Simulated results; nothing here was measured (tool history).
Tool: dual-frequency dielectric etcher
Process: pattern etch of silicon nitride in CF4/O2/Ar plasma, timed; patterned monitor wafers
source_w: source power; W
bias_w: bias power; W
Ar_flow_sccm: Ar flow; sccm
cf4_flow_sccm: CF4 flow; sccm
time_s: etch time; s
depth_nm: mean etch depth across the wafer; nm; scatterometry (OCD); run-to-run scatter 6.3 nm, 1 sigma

run 1 hour=0 | source_w=710 bias_w=67 Ar_flow_sccm=117 cf4_flow_sccm=71 time_s=507.5 | depth_nm=1262
run 2 hour=5.5 | source_w=630 bias_w=67 Ar_flow_sccm=117 cf4_flow_sccm=71 time_s=507.5 | depth_nm=1155.8
run 3 hour=13.8 | source_w=630 bias_w=74 Ar_flow_sccm=117 cf4_flow_sccm=71 time_s=507.5 | depth_nm=1223.4
run 4 hour=21.7 | source_w=610 bias_w=74 Ar_flow_sccm=117 cf4_flow_sccm=71 time_s=507.5 | depth_nm=1168.6
run 5 hour=23.9 | source_w=600 bias_w=74 Ar_flow_sccm=117 cf4_flow_sccm=71 time_s=507.5 | depth_nm=1161.2
run 6 hour=25.5 | source_w=600 bias_w=74 Ar_flow_sccm=99 cf4_flow_sccm=71 time_s=507.5 | depth_nm=1190.7

Run 7 comes next. What will it give?
run 7 hour=27.3 | source_w=590 bias_w=74 Ar_flow_sccm=99 cf4_flow_sccm=71 time_s=507.5 | depth_nm=?

{"run 7": {"depth_nm": 1167}}

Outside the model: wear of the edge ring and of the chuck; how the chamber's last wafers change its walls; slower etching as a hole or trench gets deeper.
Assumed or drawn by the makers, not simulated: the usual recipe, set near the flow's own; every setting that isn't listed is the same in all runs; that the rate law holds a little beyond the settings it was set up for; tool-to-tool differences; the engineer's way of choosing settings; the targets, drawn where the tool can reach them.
